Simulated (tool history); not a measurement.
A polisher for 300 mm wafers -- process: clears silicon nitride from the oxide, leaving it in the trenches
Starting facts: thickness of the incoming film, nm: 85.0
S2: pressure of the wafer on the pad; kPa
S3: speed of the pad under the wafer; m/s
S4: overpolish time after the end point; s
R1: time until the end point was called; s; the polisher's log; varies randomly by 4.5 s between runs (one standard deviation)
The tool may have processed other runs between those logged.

run 1 hour=0.0 | flow_of_slurry_(ml/min)=155 S2=12.4 S3=1.28 S4=7 | R1=128.66
run 2 hour=8.8 | flow_of_slurry_(ml/min)=155 S2=11.0 S3=1.20 S4=7 | R1=145.86
run 3 hour=14.7 | flow_of_slurry_(ml/min)=150 S2=9.7 S3=1.08 S4=7 | R1=177.84
run 4 hour=22.1 | flow_of_slurry_(ml/min)=150 S2=9.0 S3=1.00 S4=7 | R1=197.65
run 5 hour=25.1 | flow_of_slurry_(ml/min)=150 S2=10.3 S3=1.00 S4=7 | R1=185.76
run 6 hour=29.8 | flow_of_slurry_(ml/min)=150 S2=9.7 S3=0.94 S4=7 | R1=208.66
run 7 hour=36.1 | flow_of_slurry_(ml/min)=150 S2=9.0 S3=0.90 S4=7 | R1=220.46
run 8 hour=39.6 | flow_of_slurry_(ml/min)=150 S2=8.3 S3=0.86 S4=7 | R1=239.72
run 9 hour=44.3 | flow_of_slurry_(ml/min)=150 S2=7.6 S3=0.84 S4=7 | R1=260.97

Run 10, settings as shown, results not yet in. Your forecast:
run 10 hour=49.1 | flow_of_slurry_(ml/min)=150 S2=6.9 S3=0.84 S4=7 | R1=?

{"run 10": {"R1": 277.11}}
